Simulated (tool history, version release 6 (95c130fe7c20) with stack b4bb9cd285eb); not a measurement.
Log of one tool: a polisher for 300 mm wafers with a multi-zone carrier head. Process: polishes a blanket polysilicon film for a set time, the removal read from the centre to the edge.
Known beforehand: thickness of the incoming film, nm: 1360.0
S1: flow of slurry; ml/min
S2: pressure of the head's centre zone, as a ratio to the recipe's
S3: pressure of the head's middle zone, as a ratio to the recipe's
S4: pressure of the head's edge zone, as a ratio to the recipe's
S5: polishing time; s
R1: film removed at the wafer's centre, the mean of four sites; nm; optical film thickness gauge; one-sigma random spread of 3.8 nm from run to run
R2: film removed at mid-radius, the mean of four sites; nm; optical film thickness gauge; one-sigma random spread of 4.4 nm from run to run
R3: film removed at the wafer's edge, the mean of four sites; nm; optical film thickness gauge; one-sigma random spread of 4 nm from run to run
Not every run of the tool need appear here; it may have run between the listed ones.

{"run": 1, "hour": 0.0, "S1": 315, "S2": 1, "S3": 1, "S4": 1, "S5": 78, "R1": 527.09, "R2": 527.36, "R3": 508.35}
{"run": 2, "hour": 6.7, "S1": 310, "S2": 0.99, "S3": 0.95, "S4": 0.97, "S5": 71, "R1": 470.16, "R2": 455.74, "R3": 471.7}
{"run": 3, "hour": 9.8, "S1": 310, "S2": 1.01, "S3": 0.95, "S4": 0.96, "S5": 65, "R1": 433.61, "R2": 415.64, "R3": 428.37}
{"run": 4, "hour": 10.9, "S1": 310, "S2": 1.07, "S3": 0.95, "S4": 0.96, "S5": 65, "R1": 467.97, "R2": 403.68, "R3": 418.55}
{"run": 5, "hour": 18.6, "S1": 310, "S2": 1.07, "S3": 0.9, "S4": 0.96, "S5": 65, "R1": 464.75, "R2": 394.79, "R3": 425.34}
{"run": 6, "hour": 20.1, "S1": 305, "S2": 1.06, "S3": 0.91, "S4": 0.93, "S5": 62, "R1": 439.25, "R2": 381.01, "R3": 396.65}
{"run": 7, "hour": 27.1, "S1": 300, "S2": 1.04, "S3": 0.89, "S4": 0.91, "S5": 61, "R1": 426.4, "R2": 377.46, "R3": 390.35}
{"run": 8, "hour": 29.9, "S1": 295, "S2": 1.03, "S3": 0.88, "S4": 0.9, "S5": 60, "R1": 410.03, "R2": 355.98, "R3": 382.51}

What will run 9 give?
{"run": 9, "hour": 38.9, "S1": 290, "S2": 1.02, "S3": 0.88, "S4": 0.89, "S5": 60, "R1": "?", "R2": "?", "R3": "?"}

For run 9 the tool returned R1 409.67 nm, R2 363.14 nm, R3 381.07 nm.
